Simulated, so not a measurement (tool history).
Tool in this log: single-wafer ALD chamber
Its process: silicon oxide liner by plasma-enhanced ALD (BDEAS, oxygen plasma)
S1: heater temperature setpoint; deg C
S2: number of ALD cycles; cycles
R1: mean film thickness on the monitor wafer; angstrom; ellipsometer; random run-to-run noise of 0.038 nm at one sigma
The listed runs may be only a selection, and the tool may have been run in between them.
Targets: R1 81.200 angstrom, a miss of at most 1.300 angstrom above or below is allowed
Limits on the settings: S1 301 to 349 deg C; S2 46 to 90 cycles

Run 1, hour 0.0: S1 325 deg C, S2 68 cycles. Result: R1 66.384 angstrom.
Run 2, hour 3.0: S1 324 deg C, S2 72 cycles. Result: R1 70.665 angstrom.
Run 3, hour 5.1: S1 323 deg C, S2 74 cycles. Result: R1 71.882 angstrom.
Run 4, hour 11.2: S1 323 deg C, S2 77 cycles. Result: R1 75.479 angstrom.
Run 5, hour 12.0: S1 323 deg C, S2 78 cycles. Result: R1 75.589 angstrom.
Run 6, hour 20.5: S1 322 deg C, S2 80 cycles. Result: R1 78.990 angstrom.
Run 7, hour 25.1: S1 321 deg C, S2 80 cycles. Result: R1 78.253 angstrom.
Run 8, hour 26.1: S1 321 deg C, S2 81 cycles. Result: R1 79.025 angstrom.

Which single option among these 5 for the next run brings every result within its allowed miss of target? Just one does.
Run A, hour 27.1: S1 326 deg C, S2 80 cycles. Result: R1 ?.
Run B, hour 27.1: S1 317 deg C, S2 78 cycles. Result: R1 ?.
Run C, hour 27.1: S1 315 deg C, S2 77 cycles. Result: R1 ?.
Run D, hour 27.1: S1 322 deg C, S2 79 cycles. Result: R1 ?.
Run E, hour 27.1: S1 332 deg C, S2 84 cycles. Result: R1 ?.

move      R1
   A  78.583
   B  77.499
   C  76.698
   D  77.997
   E  81.880
A: lands further from the targets than the last run did
B: lands further from the targets than the last run did
C: lands further from the targets than the last run did
D: lands further from the targets than the last run did
E: each result inside its tolerance
So the answer is move E, the one that meets all the targets.

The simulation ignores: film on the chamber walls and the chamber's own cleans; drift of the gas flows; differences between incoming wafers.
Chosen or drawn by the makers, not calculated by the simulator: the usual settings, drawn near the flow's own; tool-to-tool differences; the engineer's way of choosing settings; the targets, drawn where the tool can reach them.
